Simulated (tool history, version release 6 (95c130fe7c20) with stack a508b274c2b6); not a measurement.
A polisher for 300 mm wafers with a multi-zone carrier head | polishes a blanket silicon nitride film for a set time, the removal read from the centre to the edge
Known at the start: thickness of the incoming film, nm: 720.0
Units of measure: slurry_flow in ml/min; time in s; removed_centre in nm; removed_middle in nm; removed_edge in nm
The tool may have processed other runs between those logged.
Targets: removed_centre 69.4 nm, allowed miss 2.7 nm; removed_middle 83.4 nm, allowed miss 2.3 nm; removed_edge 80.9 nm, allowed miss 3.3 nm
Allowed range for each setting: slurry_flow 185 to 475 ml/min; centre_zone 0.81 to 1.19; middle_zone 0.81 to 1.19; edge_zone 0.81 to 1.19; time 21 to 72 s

{"run": 1, "hour": 0.0, "slurry_flow": 305, "centre_zone": 1, "middle_zone": 1, "edge_zone": 1, "time": 46, "removed_centre": 113.03, "removed_middle": 111.66, "removed_edge": 116.72}
{"run": 2, "hour": 5.5, "slurry_flow": 305, "centre_zone": 0.98, "middle_zone": 1, "edge_zone": 0.98, "time": 44, "removed_centre": 104.32, "removed_middle": 108.35, "removed_edge": 106.55}
{"run": 3, "hour": 6.5, "slurry_flow": 250, "centre_zone": 0.98, "middle_zone": 1, "edge_zone": 0.98, "time": 44, "removed_centre": 103.17, "removed_middle": 105.8, "removed_edge": 105.63}
{"run": 4, "hour": 7.3, "slurry_flow": 195, "centre_zone": 0.98, "middle_zone": 1, "edge_zone": 0.98, "time": 44, "removed_centre": 101.11, "removed_middle": 102.86, "removed_edge": 101.8}
{"run": 5, "hour": 15.5, "slurry_flow": 195, "centre_zone": 0.98, "middle_zone": 1, "edge_zone": 1.01, "time": 44, "removed_centre": 99.469, "removed_middle": 102.25, "removed_edge": 103.86}
{"run": 6, "hour": 22.0, "slurry_flow": 195, "centre_zone": 0.96, "middle_zone": 1, "edge_zone": 1.01, "time": 43, "removed_centre": 95.999, "removed_middle": 99.471, "removed_edge": 104.01}
{"run": 7, "hour": 26.3, "slurry_flow": 195, "centre_zone": 0.94, "middle_zone": 1, "edge_zone": 1, "time": 42, "removed_centre": 91.239, "removed_middle": 98.111, "removed_edge": 102.43}
{"run": 8, "hour": 28.3, "slurry_flow": 195, "centre_zone": 0.93, "middle_zone": 1, "edge_zone": 0.98, "time": 41, "removed_centre": 89.598, "removed_middle": 95.302, "removed_edge": 96.753}
{"run": 9, "hour": 28.9, "slurry_flow": 195, "centre_zone": 0.92, "middle_zone": 1.01, "edge_zone": 0.97, "time": 40, "removed_centre": 85.299, "removed_middle": 94.347, "removed_edge": 95.348}
{"run": 10, "hour": 34.3, "slurry_flow": 195, "centre_zone": 0.91, "middle_zone": 1.01, "edge_zone": 0.96, "time": 39, "removed_centre": 82.123, "removed_middle": 91.494, "removed_edge": 93.008}
{"run": 11, "hour": 34.9, "slurry_flow": 195, "centre_zone": 0.9, "middle_zone": 1.01, "edge_zone": 0.95, "time": 39, "removed_centre": 79.303, "removed_middle": 91.174, "removed_edge": 92.037}

Consider the 4 candidate settings below. Which is the only one whose results all fall within their allowed miss of target?
{"run": "A", "hour": 35.5, "slurry_flow": 205, "centre_zone": 0.86, "middle_zone": 1, "edge_zone": 0.97, "time": 34, "removed_centre": "?", "removed_middle": "?", "removed_edge": "?"}
{"run": "B", "hour": 35.5, "slurry_flow": 185, "centre_zone": 1.15, "middle_zone": 1.08, "edge_zone": 0.81, "time": 35, "removed_centre": "?", "removed_middle": "?", "removed_edge": "?"}
{"run": "C", "hour": 35.5, "slurry_flow": 210, "centre_zone": 0.88, "middle_zone": 1.08, "edge_zone": 0.99, "time": 34, "removed_centre": "?", "removed_middle": "?", "removed_edge": "?"}
{"run": "D", "hour": 35.5, "slurry_flow": 220, "centre_zone": 0.98, "middle_zone": 1.1, "edge_zone": 1.02, "time": 35, "removed_centre": "?", "removed_middle": "?", "removed_edge": "?"}

move=A removed_centre=66.412 removed_middle=78.898 removed_edge=82.521
move=B removed_centre=90.23 removed_middle=84.083 removed_edge=79.266
move=C removed_centre=68.238 removed_middle=83.209 removed_edge=83.227
move=D removed_centre=78.819 removed_middle=87.167 removed_edge=86.933
A: pushes the last run's worst result past its target
B: moves away from the targets compared with the last run
C: all results land within tolerance of their targets
D: neither nearer nor further off than the last run
C is the move that brings every result within its allowed miss.

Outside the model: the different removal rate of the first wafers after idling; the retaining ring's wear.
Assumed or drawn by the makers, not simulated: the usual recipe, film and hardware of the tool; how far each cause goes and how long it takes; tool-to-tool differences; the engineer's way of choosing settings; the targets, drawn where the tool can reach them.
